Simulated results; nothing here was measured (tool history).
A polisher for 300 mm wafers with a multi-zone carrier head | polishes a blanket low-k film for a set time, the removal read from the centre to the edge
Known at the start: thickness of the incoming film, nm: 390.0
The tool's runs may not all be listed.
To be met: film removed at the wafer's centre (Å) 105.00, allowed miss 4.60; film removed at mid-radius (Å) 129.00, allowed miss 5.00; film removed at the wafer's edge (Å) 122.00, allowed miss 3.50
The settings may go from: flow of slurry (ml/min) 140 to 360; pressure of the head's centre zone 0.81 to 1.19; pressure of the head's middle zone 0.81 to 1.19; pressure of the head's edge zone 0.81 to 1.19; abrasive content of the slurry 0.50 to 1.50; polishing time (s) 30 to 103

run,hour,flow of slurry (ml/min),pressure of the head's centre zone,pressure of the head's middle zone,pressure of the head's edge zone,abrasive content of the slurry,polishing time (s),film removed at the wafer's centre (Å),film removed at mid-radius (Å),film removed at the wafer's edge (Å)
1,0.0,230,1.00,1.00,1.00,1.00,66,256.79,242.25,252.40
2,8.0,230,1.06,1.00,1.00,1.00,66,266.49,240.02,251.30
3,11.0,220,1.01,1.02,1.00,0.90,60,213.87,208.97,211.99
4,13.3,220,1.01,1.10,1.00,0.90,60,218.26,215.81,212.48
5,17.2,220,1.08,1.10,1.00,0.90,60,234.34,220.13,210.80
6,18.3,210,1.03,1.10,0.99,0.80,56,183.54,189.97,178.40
7,26.0,200,1.01,1.06,0.97,0.75,55,171.94,166.88,160.81
8,29.4,200,0.97,1.07,0.98,0.70,54,150.41,155.61,153.08
9,38.1,195,0.94,1.08,0.97,0.65,54,135.81,144.51,138.34
10,40.0,185,0.91,1.09,0.97,0.65,54,130.03,145.15,140.20
11,45.8,180,0.89,1.09,0.96,0.65,54,125.10,143.52,135.86
12,48.7,175,0.87,1.08,0.95,0.65,54,122.88,140.90,136.41

Which of these 5 next moves meets every target?
A,51.6,180,0.91,1.00,1.00,0.50,68,?,?,?
B,51.6,195,0.86,1.14,1.01,0.60,50,?,?,?
C,51.6,190,0.97,1.19,0.84,0.65,54,?,?,?
D,51.6,140,0.99,0.88,1.04,0.70,54,?,?,?
E,51.6,205,1.07,1.10,0.82,0.60,63,?,?,?

move,film removed at the wafer's centre (Å),film removed at mid-radius (Å),film removed at the wafer's edge (Å)
A,115.47,121.91,124.68
B,104.70,127.60,119.33
C,138.92,154.65,128.96
D,142.74,128.30,147.62
E,165.54,157.94,137.41
A: brings the result that was furthest off to its target, and leaves another outside
B: meets every target
C: further off than the last run
D: further off than the last run
E: further off than the last run
The right move is B.

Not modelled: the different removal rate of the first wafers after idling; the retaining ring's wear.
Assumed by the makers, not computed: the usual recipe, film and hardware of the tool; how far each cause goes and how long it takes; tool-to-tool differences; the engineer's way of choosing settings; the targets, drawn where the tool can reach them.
